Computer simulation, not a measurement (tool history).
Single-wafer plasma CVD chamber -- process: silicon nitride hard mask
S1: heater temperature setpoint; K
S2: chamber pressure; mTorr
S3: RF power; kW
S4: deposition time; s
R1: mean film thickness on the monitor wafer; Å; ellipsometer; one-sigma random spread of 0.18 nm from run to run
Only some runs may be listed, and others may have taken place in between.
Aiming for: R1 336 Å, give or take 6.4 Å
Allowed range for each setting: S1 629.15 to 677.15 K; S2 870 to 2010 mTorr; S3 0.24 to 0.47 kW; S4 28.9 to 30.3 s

{"run": 1, "hour": 0.0, "S1": 653.15, "S2": 1440, "S3": 0.355, "S4": 30.3, "R1": 395.98}
{"run": 2, "hour": 6.1, "S1": 653.15, "S2": 1370, "S3": 0.35, "S4": 30.3, "R1": 387.84}
{"run": 3, "hour": 8.6, "S1": 653.15, "S2": 1370, "S3": 0.335, "S4": 30.3, "R1": 379.57}
{"run": 4, "hour": 17.1, "S1": 653.15, "S2": 1310, "S3": 0.33, "S4": 30.3, "R1": 372.11}
{"run": 5, "hour": 24.9, "S1": 653.15, "S2": 1260, "S3": 0.325, "S4": 30.3, "R1": 362.52}
{"run": 6, "hour": 29.8, "S1": 653.15, "S2": 1220, "S3": 0.325, "S4": 30.3, "R1": 357.57}
{"run": 7, "hour": 34.2, "S1": 653.15, "S2": 1190, "S3": 0.325, "S4": 30.3, "R1": 357.05}
{"run": 8, "hour": 39.0, "S1": 653.15, "S2": 1160, "S3": 0.325, "S4": 30.3, "R1": 349.91}
{"run": 9, "hour": 40.2, "S1": 653.15, "S2": 1140, "S3": 0.325, "S4": 30.3, "R1": 347.6}
{"run": 10, "hour": 48.3, "S1": 653.15, "S2": 1130, "S3": 0.325, "S4": 30.3, "R1": 347.94}
{"run": 11, "hour": 55.7, "S1": 653.15, "S2": 1110, "S3": 0.325, "S4": 30.3, "R1": 342.9}

Next run, 5 choices. One meets every target within its allowed miss, the rest don't. Which?
{"run": "A", "hour": 63.1, "S1": 653.15, "S2": 1110, "S3": 0.34, "S4": 30.3, "R1": "?"}
{"run": "B", "hour": 63.1, "S1": 658.15, "S2": 1220, "S3": 0.3, "S4": 30.3, "R1": "?"}
{"run": "C", "hour": 63.1, "S1": 651.15, "S2": 1350, "S3": 0.3, "S4": 29.2, "R1": "?"}
{"run": "D", "hour": 63.1, "S1": 660.15, "S2": 980, "S3": 0.36, "S4": 30.3, "R1": "?"}
{"run": "E", "hour": 63.1, "S1": 650.15, "S2": 1150, "S3": 0.34, "S4": 30.3, "R1": "?"}

move=A R1=348.95
move=B R1=346.47
move=C R1=348.85
move=D R1=334.34
move=E R1=355.03
A: misses by more than the last run did
B: misses by more than the last run did
C: misses by more than the last run did
D: all results in spec
E: misses by more than the last run did
The right move is D.
